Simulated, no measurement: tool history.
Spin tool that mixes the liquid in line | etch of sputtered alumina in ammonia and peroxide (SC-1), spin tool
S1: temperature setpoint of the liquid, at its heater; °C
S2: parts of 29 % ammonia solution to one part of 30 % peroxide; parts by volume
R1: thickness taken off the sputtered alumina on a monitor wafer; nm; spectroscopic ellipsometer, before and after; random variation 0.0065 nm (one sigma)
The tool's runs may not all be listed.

Run 1, day 0.000: S1 57.0 °C, S2 0.40 parts by volume, time under the liquid (s) 25. Result: R1 1.8413 nm.
Run 2, day 0.279: S1 63.0 °C, S2 0.40 parts by volume, time under the liquid (s) 25. Result: R1 2.4664 nm.
Run 3, day 0.354: S1 63.0 °C, S2 0.40 parts by volume, time under the liquid (s) 25. Result: R1 2.4883 nm.
Run 4, day 0.642: S1 63.0 °C, S2 0.35 parts by volume, time under the liquid (s) 25. Result: R1 2.4803 nm.
Run 5, day 0.883: S1 61.0 °C, S2 0.35 parts by volume, time under the liquid (s) 25. Result: R1 2.2277 nm.
Run 6, day 1.192: S1 61.0 °C, S2 0.35 parts by volume, time under the liquid (s) 20. Result: R1 1.7716 nm.
Run 7, day 1.246: S1 53.0 °C, S2 0.35 parts by volume, time under the liquid (s) 20. Result: R1 1.1512 nm.
Run 8, day 1.379: S1 52.5 °C, S2 0.35 parts by volume, time under the liquid (s) 20. Result: R1 1.1217 nm.
Run 9, day 1.704: S1 52.0 °C, S2 0.35 parts by volume, time under the liquid (s) 20. Result: R1 1.0893 nm.

Forecast run 10:
Run 10, day 1.983: S1 51.5 °C, S2 0.35 parts by volume, time under the liquid (s) 20. Result: R1 ?.

R1: 1.0698 nm
